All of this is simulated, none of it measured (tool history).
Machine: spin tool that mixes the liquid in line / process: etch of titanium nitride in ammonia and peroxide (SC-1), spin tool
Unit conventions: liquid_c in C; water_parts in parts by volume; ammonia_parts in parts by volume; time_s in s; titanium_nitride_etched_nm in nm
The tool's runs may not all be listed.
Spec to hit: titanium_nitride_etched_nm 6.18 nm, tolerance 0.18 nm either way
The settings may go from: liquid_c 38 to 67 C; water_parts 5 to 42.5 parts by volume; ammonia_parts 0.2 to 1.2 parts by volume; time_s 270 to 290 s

run	hour	liquid_c	water_parts	ammonia_parts	time_s	titanium_nitride_etched_nm
1	0	51	23.5	0.8	270	13.746
2	5.2	47.5	23.5	0.8	270	10.633
3	11.4	47.5	23.5	0.6	270	10.141
4	15.4	45.5	23.5	0.6	270	8.8326
5	19.7	45.5	23.5	0.85	270	9.4093
6	22.2	44	23.5	0.85	270	8.3841
7	24.1	43	23.5	0.85	270	7.7781
8	28.9	42	23.5	0.85	270	7.2588
9	36.4	41.5	23.5	0.85	270	7.0531
10	38.3	41	23.5	0.85	270	6.7124
11	46.4	40.5	23.5	0.85	270	6.4712

Exactly one of the 5 candidate moves below puts every result within its allowed miss. Which one?
A	54.5	38	22.5	1.1	270	?
B	54.5	40	28	0.65	290	?
C	54.5	41	27	1	290	?
D	54.5	38	19.5	0.75	270	?
E	54.5	42	29.5	0.75	270	?

move	titanium_nitride_etched_nm
A	5.8238
B	5.8446
C	6.9514
D	5.8896
E	6.2877
A: pushes the last run's worst result past its target
B: pushes the last run's worst result past its target
C: further off than the last run
D: pushes the last run's worst result past its target
E: all results in spec
The move that meets every target is E.

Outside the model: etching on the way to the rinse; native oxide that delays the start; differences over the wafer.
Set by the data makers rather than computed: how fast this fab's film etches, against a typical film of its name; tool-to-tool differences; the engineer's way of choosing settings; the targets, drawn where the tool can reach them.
